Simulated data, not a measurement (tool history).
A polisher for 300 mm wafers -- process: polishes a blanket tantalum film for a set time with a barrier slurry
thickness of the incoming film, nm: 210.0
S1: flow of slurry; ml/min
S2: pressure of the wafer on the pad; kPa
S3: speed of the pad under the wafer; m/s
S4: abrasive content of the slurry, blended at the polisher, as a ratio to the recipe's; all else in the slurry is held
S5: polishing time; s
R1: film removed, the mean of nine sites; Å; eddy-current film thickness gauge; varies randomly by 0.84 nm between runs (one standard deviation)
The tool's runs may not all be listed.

run    day   S1    S2    S3    S4  S5      R1
  1      0  280  15.2  0.94     1  22  449.72
  2  0.096  280  16.5  0.94     1  22  477.75
  3  0.246  280  17.9  0.94     1  22  509.48
  4  0.375  280  19.3  0.96     1  22  552.49
  5  0.608  280  19.3  0.74     1  22  440.82
  6  0.742  215  19.3  0.74     1  22   424.2
  7  0.867  250  23.4  0.98  1.05  22  655.52

What will run 8 give?
  8  1.225  260  23.4   1  1.05  22   ?

Run 8 came out at R1 677.88 Å.
